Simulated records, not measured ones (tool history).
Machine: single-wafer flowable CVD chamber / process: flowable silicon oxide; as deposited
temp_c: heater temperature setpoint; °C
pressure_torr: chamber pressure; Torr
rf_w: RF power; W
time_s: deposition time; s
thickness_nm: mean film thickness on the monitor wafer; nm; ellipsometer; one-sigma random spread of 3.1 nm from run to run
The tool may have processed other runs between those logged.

run  hour  temp_c  pressure_torr  rf_w  time_s  thickness_nm
  1     0      95          0.617  2140    1290        591.63
  2   8.8      95          0.726  2140    1290        692.51
  3  11.5      95          0.726  1960    1290        678.72
  4  20.1      99          0.726  1960    1290        592.02
  5  24.4      96          0.726  1960    1290        652.67
  6  33.3      93          0.726  1960    1290        724.09

Forecast run 7:
  7  36.6      91          0.726  1960    1290             ?

thickness_nm: 772.37 nm
